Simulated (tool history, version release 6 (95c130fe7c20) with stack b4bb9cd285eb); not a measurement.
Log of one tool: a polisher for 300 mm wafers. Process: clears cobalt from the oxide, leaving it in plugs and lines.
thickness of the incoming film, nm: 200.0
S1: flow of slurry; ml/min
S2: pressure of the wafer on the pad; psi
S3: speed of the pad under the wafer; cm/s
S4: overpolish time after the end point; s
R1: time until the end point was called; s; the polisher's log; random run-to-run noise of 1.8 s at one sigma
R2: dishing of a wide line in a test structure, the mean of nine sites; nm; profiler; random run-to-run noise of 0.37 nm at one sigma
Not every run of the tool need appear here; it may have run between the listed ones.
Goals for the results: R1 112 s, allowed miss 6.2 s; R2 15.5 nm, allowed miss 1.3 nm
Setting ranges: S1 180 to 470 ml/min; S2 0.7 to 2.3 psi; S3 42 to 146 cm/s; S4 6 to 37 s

run	hour	S1	S2	S3	S4	R1	R2
1	0	300	1.5	94	19	73.416	33.659
2	7.6	300	1.4	94	17	76.634	30.602
3	8.3	300	1.3	94	15	85.763	25.728
4	16	300	1.3	94	14	84.409	24.319
5	17.4	300	1.3	94	10	85.667	19.198
6	19.3	300	1.3	114	10	71.134	22.757
7	23.9	300	1.2	114	10	77.224	20.147
8	26.9	300	1.1	114	10	86.159	19.733
9	30.4	300	0.9	114	9	104.13	15.007
10	32.2	300	0.9	114	10	103.45	16.098

Which of these 4 next moves meets every target?
A	34	280	1.1	100	11	?	?
B	34	305	0.9	106	13	?	?
C	34	345	0.9	104	13	?	?
D	34	300	0.9	106	10	?	?

move	R1	R2
A	96.162	19.104
B	110.57	19.546
C	111.2	19.461
D	110.72	15.74
A: its largest miss is bigger than the last run's
B: gets the furthest-off result to its target, but another result is out of tolerance
C: gets the furthest-off result to its target, but another result is out of tolerance
D: each result inside its tolerance
D meets every target.

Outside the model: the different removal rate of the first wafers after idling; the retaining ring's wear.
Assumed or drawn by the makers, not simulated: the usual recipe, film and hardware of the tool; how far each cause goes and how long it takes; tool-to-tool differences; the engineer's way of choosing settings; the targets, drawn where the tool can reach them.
